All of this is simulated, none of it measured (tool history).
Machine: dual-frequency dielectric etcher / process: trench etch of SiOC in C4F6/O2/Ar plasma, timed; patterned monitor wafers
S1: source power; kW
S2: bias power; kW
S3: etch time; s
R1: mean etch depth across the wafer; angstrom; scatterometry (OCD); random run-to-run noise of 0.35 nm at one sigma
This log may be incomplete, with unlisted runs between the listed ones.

| run | hour | S1 | S2 | S3 | R1 |
|---|---|---|---|---|---|
| 1 | 0.0 | 0.370 | 0.155 | 27 | 513.03 |
| 2 | 7.0 | 0.390 | 0.157 | 27 | 522.90 |
| 3 | 12.6 | 0.410 | 0.160 | 27 | 537.73 |
| 4 | 20.7 | 0.410 | 0.160 | 28 | 555.47 |
| 5 | 25.8 | 0.420 | 0.162 | 28 | 565.21 |
| 6 | 28.7 | 0.430 | 0.163 | 28 | 571.30 |

Run 7, settings as shown, results not yet in. Your forecast:
| 7 | 30.7 | 0.430 | 0.164 | 28 | ? |

Run 7 came out at R1 567.92 angstrom.

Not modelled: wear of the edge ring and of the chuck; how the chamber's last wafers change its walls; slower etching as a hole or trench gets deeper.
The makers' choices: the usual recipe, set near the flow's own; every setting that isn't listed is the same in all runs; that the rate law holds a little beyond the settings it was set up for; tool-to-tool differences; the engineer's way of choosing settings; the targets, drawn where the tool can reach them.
